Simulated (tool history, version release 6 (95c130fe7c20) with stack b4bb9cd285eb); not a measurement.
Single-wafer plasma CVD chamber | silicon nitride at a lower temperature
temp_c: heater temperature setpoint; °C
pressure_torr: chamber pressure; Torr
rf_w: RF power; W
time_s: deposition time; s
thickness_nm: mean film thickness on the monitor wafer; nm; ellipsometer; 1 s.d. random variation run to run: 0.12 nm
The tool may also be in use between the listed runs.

run 1 hour=0.0 | temp_c=335 pressure_torr=1.56 rf_w=310 time_s=21.9 | thickness_nm=27.342
run 2 hour=3.8 | temp_c=335 pressure_torr=1.56 rf_w=275 time_s=21.9 | thickness_nm=24.294
run 3 hour=4.9 | temp_c=335 pressure_torr=1.56 rf_w=245 time_s=21.9 | thickness_nm=21.044
run 4 hour=8.4 | temp_c=335 pressure_torr=1.70 rf_w=245 time_s=21.9 | thickness_nm=22.021
run 5 hour=10.0 | temp_c=335 pressure_torr=1.78 rf_w=245 time_s=21.9 | thickness_nm=22.538
run 6 hour=11.7 | temp_c=325 pressure_torr=1.78 rf_w=245 time_s=21.9 | thickness_nm=22.376
run 7 hour=13.9 | temp_c=325 pressure_torr=1.85 rf_w=245 time_s=21.9 | thickness_nm=22.942
run 8 hour=22.5 | temp_c=325 pressure_torr=1.91 rf_w=245 time_s=21.9 | thickness_nm=23.234
run 9 hour=24.7 | temp_c=325 pressure_torr=1.96 rf_w=245 time_s=21.9 | thickness_nm=23.396
run 10 hour=30.2 | temp_c=325 pressure_torr=2.17 rf_w=265 time_s=21.9 | thickness_nm=26.336
run 11 hour=35.4 | temp_c=325 pressure_torr=2.17 rf_w=265 time_s=21.9 | thickness_nm=26.666
run 12 hour=38.0 | temp_c=325 pressure_torr=2.13 rf_w=265 time_s=21.9 | thickness_nm=26.070
-- hour=44.8 thermocouple changed; heater temperature recalibrated
run 13 hour=44.8 | temp_c=325 pressure_torr=2.10 rf_w=265 time_s=21.9 | thickness_nm=26.064
run 14 hour=50.2 | temp_c=325 pressure_torr=2.07 rf_w=265 time_s=21.9 | thickness_nm=26.173
run 15 hour=51.8 | temp_c=325 pressure_torr=2.07 rf_w=265 time_s=21.9 | thickness_nm=26.035
run 16 hour=55.8 | temp_c=325 pressure_torr=2.07 rf_w=265 time_s=21.9 | thickness_nm=25.919
run 17 hour=56.8 | temp_c=325 pressure_torr=2.05 rf_w=265 time_s=21.9 | thickness_nm=25.856

For run 18, what comes out?
run 18 hour=64.0 | temp_c=325 pressure_torr=2.03 rf_w=265 time_s=21.9 | thickness_nm=?

Logged for run 18: thickness_nm 25.851 nm.
